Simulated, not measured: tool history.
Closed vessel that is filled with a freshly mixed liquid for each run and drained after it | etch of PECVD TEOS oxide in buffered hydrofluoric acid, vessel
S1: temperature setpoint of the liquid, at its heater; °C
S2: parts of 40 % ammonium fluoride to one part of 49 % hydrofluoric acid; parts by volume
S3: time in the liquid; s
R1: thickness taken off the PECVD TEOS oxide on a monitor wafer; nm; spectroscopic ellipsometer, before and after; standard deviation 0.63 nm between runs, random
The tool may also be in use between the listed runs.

run,hour,S1,S2,S3,R1
1,0.0,23.0,12.5,100,246.07
2,1.4,26.0,12.5,100,289.34
3,3.4,24.0,12.5,100,259.49
4,7.1,25.5,12.5,100,282.21
# hour 12.5: hydrofluoric acid flow meter replaced
5,12.5,23.5,12.5,100,266.53
6,18.9,23.5,14.5,100,230.78
7,23.2,22.5,14.5,100,217.55

Run 8, settings as shown, results not yet in. Your forecast:
8,32.1,22.0,14.5,100,?

For run 8 the tool returned R1 213.57 nm.
